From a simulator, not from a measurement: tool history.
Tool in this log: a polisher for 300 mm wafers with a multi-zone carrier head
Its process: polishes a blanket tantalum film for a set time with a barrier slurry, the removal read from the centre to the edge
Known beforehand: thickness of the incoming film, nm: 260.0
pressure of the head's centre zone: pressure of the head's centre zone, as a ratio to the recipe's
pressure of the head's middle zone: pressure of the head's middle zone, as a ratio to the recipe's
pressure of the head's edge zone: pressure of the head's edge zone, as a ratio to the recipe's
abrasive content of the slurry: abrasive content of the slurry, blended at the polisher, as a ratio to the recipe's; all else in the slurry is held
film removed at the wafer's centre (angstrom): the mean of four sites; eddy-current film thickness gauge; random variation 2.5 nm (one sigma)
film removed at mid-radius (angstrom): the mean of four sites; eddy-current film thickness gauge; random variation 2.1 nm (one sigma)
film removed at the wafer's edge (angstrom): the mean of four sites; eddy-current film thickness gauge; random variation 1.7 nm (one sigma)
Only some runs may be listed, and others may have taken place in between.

| run | hour | flow of slurry (ml/min) | pressure of the head's centre zone | pressure of the head's middle zone | pressure of the head's edge zone | abrasive content of the slurry | polishing time (s) | film removed at the wafer's centre (angstrom) | film removed at mid-radius (angstrom) | film removed at the wafer's edge (angstrom) |
|---|---|---|---|---|---|---|---|---|---|---|
| 1 | 0 | 135 | 1 | 1 | 1 | 1 | 71 | 1118.3 | 1111.2 | 1085 |
| 2 | 6.6 | 140 | 1.01 | 1.02 | 1.02 | 1.1 | 73 | 1195.4 | 1234.7 | 1190.6 |
| 3 | 15.6 | 145 | 1.04 | 1.03 | 1.03 | 1.15 | 73 | 1233.4 | 1246.8 | 1221.2 |
| 4 | 24.1 | 145 | 1.04 | 1.03 | 1.03 | 1 | 73 | 1237.6 | 1192.8 | 1145.5 |
| 5 | 28.9 | 150 | 1.06 | 1.05 | 1.04 | 1.1 | 74 | 1287 | 1299.1 | 1220.3 |
| 6 | 30.3 | 155 | 1.08 | 1.06 | 1.05 | 1.15 | 75 | 1399.3 | 1321.6 | 1282.7 |

Run 7, settings as shown, results not yet in. Your forecast:
| 7 | 32.3 | 160 | 1.08 | 1.08 | 1.05 | 1.2 | 76 | ? | ? | ? |

film removed at the wafer's centre (angstrom): 1396.4
film removed at mid-radius (angstrom): 1415.2
film removed at the wafer's edge (angstrom): 1295.6
